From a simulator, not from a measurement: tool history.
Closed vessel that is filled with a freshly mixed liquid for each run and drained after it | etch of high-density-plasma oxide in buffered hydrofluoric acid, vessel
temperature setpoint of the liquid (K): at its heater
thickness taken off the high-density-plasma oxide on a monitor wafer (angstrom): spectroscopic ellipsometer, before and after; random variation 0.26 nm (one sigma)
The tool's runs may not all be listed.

run	day	temperature setpoint of the liquid (K)	parts of 40 % ammonium fluoride to one part of 49 % hydrofluoric acid (parts by volume)	time in the liquid (s)	thickness taken off the high-density-plasma oxide on a monitor wafer (angstrom)
1	0.000	297.15	22.5	90	580.78
2	0.158	297.15	17.0	90	738.24
3	0.392	297.15	20.5	90	617.39
4	0.650	300.15	20.5	90	729.97
5	0.879	299.65	20.5	90	711.39
6	1.183	299.65	20.5	90	715.23

Run 7 comes next. What will it give?
7	1.450	299.65	20.5	90	?

thickness taken off the high-density-plasma oxide on a monitor wafer (angstrom): 707.07

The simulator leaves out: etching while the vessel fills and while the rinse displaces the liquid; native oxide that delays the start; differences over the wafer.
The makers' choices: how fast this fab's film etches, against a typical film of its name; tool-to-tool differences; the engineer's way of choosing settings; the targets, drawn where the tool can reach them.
